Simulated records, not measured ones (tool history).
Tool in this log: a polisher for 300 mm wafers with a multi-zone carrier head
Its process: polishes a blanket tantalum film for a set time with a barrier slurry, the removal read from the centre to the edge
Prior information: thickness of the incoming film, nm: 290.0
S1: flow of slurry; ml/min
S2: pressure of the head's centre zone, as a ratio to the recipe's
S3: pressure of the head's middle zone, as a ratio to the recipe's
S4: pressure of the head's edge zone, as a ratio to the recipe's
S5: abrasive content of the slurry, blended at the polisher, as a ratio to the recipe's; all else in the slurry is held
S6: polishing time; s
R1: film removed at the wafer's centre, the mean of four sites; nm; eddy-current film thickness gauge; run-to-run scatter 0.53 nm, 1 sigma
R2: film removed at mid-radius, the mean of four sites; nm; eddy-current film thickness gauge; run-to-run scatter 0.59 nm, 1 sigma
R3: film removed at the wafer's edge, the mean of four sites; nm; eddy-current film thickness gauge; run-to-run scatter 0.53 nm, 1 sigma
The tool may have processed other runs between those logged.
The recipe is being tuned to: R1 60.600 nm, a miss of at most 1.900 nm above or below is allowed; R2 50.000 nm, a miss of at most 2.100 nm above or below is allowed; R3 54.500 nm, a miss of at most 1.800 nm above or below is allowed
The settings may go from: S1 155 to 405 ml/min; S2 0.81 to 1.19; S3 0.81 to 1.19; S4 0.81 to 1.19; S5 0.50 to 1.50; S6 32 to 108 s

| run | day | S1 | S2 | S3 | S4 | S5 | S6 | R1 | R2 | R3 |
|---|---|---|---|---|---|---|---|---|---|---|
| 1 | 0.000 | 260 | 1.00 | 1.00 | 1.00 | 1.00 | 70 | 69.988 | 67.919 | 73.626 |
| 2 | 0.146 | 260 | 1.01 | 0.99 | 0.99 | 0.95 | 69 | 68.286 | 64.432 | 70.156 |
| 3 | 0.267 | 260 | 1.01 | 0.98 | 0.98 | 0.90 | 69 | 66.183 | 64.325 | 69.682 |
| 4 | 0.542 | 260 | 1.03 | 0.97 | 0.97 | 0.85 | 68 | 65.923 | 61.310 | 67.242 |
| 5 | 0.854 | 260 | 1.04 | 0.96 | 0.96 | 0.80 | 68 | 65.040 | 58.676 | 64.228 |
| 6 | 1.112 | 260 | 1.04 | 0.95 | 0.95 | 0.80 | 68 | 64.924 | 58.734 | 64.435 |
| 7 | 1.296 | 260 | 1.04 | 0.94 | 0.94 | 0.80 | 68 | 64.273 | 58.269 | 63.571 |
| 8 | 1.588 | 260 | 1.04 | 0.93 | 0.93 | 0.80 | 68 | 65.460 | 58.317 | 62.913 |
|  | 1.721 | edge zone pressure recalibrated |
| 9 | 1.721 | 255 | 1.04 | 0.92 | 0.92 | 0.80 | 68 | 65.610 | 56.602 | 61.133 |
| 10 | 1.829 | 250 | 1.03 | 0.91 | 0.92 | 0.80 | 68 | 63.897 | 56.940 | 60.212 |
| 11 | 2.067 | 245 | 1.03 | 0.90 | 0.92 | 0.80 | 68 | 64.304 | 56.531 | 60.835 |
| 12 | 2.208 | 245 | 1.03 | 0.89 | 0.92 | 0.80 | 68 | 63.522 | 55.181 | 60.865 |

Below are 4 possible settings for the next run. Only one of them brings all results inside the allowed miss of their targets. Which is it?
| A | 2.350 | 325 | 1.06 | 0.96 | 1.04 | 0.85 | 58 | ? | ? | ? |
| B | 2.350 | 275 | 1.04 | 0.89 | 0.96 | 0.75 | 69 | ? | ? | ? |
| C | 2.350 | 275 | 1.06 | 0.87 | 0.89 | 0.95 | 58 | ? | ? | ? |
| D | 2.350 | 185 | 1.19 | 0.84 | 0.94 | 0.95 | 64 | ? | ? | ? |

| move | R1 | R2 | R3 |
|---|---|---|---|
| A | 60.026 | 53.225 | 57.803 |
| B | 65.290 | 55.883 | 62.149 |
| C | 61.269 | 50.594 | 55.296 |
| D | 71.169 | 51.315 | 59.944 |
A: nearer than the last run, and not there yet
B: the biggest miss grows against the last run
C: hits every target within its allowed miss
D: the biggest miss grows against the last run
Move C is the one to make.
